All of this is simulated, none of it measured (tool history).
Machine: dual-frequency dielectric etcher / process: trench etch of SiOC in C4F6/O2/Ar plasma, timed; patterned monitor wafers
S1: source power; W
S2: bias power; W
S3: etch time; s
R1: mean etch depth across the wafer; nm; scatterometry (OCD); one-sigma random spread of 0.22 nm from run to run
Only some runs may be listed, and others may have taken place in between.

| run | hour | S1 | S2 | S3 | R1 |
|---|---|---|---|---|---|
| 1 | 0 | 330 | 249 | 24.5 | 50.289 |
| 2 | 0.5 | 330 | 249 | 24.5 | 50.321 |
| 3 | 8.5 | 330 | 249 | 25.5 | 52.21 |
| 4 | 17.4 | 330 | 273 | 25.5 | 53.736 |
| 5 | 26.3 | 310 | 256 | 25.5 | 51.803 |
| 6 | 29 | 310 | 240 | 25.5 | 50.47 |
| 7 | 32.3 | 290 | 233 | 25.5 | 48.842 |

Run 8, settings as shown, results not yet in. Your forecast:
| 8 | 33.8 | 270 | 227 | 25.5 | ? |

{"run 8": {"R1": 46.912}}
